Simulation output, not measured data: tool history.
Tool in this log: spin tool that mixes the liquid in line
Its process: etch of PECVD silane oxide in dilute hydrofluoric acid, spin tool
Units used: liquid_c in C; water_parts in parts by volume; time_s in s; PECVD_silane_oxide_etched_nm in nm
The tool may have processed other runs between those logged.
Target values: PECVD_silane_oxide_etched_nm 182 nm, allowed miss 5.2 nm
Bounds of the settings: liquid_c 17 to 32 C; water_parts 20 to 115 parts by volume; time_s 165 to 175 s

run,hour,liquid_c,water_parts,time_s,PECVD_silane_oxide_etched_nm
1,0,24,65,165,63.928
2,7,24,75,165,54.872
3,15,24,75,175,58.124
4,16,24,85,175,50.831
5,17.7,26.5,65,175,75.533
6,23,28,50,175,105.66
7,31.6,29,45,175,124.46
8,34.7,30,40,175,144.79
9,38.6,30.5,40,175,150.27
10,47.1,31,40,175,151.66
11,48.7,31.5,40,175,154.13

Next run, 4 choices. One meets every target within its allowed miss, the rest don't. Which?
A,50.3,30.5,35,175,?
B,50.3,31.5,35,165,?
C,50.3,27,45,175,?
D,50.3,32,35,175,?

move,PECVD_silane_oxide_etched_nm
A,172.83
B,169.52
C,115.11
D,183.37
A: closer than the last run, but not yet in spec
B: closer than the last run, but not yet in spec
C: the biggest miss grows against the last run
D: hits every target within its allowed miss
Go with D: it meets all targets.

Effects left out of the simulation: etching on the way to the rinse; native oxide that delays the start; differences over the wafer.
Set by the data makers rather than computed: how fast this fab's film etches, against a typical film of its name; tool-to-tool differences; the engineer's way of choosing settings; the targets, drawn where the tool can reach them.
